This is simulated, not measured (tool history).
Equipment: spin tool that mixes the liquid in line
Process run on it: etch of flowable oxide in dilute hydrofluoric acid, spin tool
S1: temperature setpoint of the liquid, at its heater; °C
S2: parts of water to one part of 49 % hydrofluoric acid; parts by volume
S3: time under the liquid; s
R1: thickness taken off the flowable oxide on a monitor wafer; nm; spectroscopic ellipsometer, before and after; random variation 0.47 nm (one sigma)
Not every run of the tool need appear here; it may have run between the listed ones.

{"run": 1, "hour": 0.0, "S1": 21.0, "S2": 140, "S3": 185, "R1": 48.221}
{"run": 2, "hour": 5.6, "S1": 19.0, "S2": 140, "S3": 185, "R1": 44.579}
{"run": 3, "hour": 12.0, "S1": 19.5, "S2": 140, "S3": 185, "R1": 45.334}
{"run": 4, "hour": 14.7, "S1": 19.5, "S2": 140, "S3": 195, "R1": 48.139}
{"run": 5, "hour": 16.7, "S1": 20.0, "S2": 140, "S3": 195, "R1": 49.037}
{"run": 6, "hour": 18.1, "S1": 20.0, "S2": 175, "S3": 195, "R1": 37.707}
{"run": 7, "hour": 25.5, "S1": 21.0, "S2": 175, "S3": 195, "R1": 39.609}

Run 8 is up next; what results do you expect?
{"run": 8, "hour": 26.8, "S1": 22.0, "S2": 175, "S3": 195, "R1": "?"}

For run 8 the tool returned R1 40.411 nm.
